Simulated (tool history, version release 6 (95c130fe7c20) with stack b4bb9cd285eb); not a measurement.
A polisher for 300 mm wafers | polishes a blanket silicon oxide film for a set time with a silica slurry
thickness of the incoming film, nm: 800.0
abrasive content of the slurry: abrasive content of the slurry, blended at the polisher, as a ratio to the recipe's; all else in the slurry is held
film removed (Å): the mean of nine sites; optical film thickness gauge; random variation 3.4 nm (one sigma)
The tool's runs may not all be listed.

run,hour,flow of slurry (ml/min),pressure of the wafer on the pad (psi),speed of the pad under the wafer (m/s),abrasive content of the slurry,polishing time (s),film removed (Å)
1,0,210,3.3,1.02,1,112,3118.6
2,7.4,210,3.3,0.76,1,112,2448.7
3,11,210,3.3,0.96,1,112,2998.2
4,14.4,215,3.6,0.96,1,112,3263.1
5,17.6,215,2.9,0.96,1,112,2626.1
6,25,215,2.9,0.96,1,112,2664.6

The next listed run, before its measurement:
7,27.6,225,3.3,0.96,1,112,?

{"run 7": {"film removed (Å)": 3001.9}}
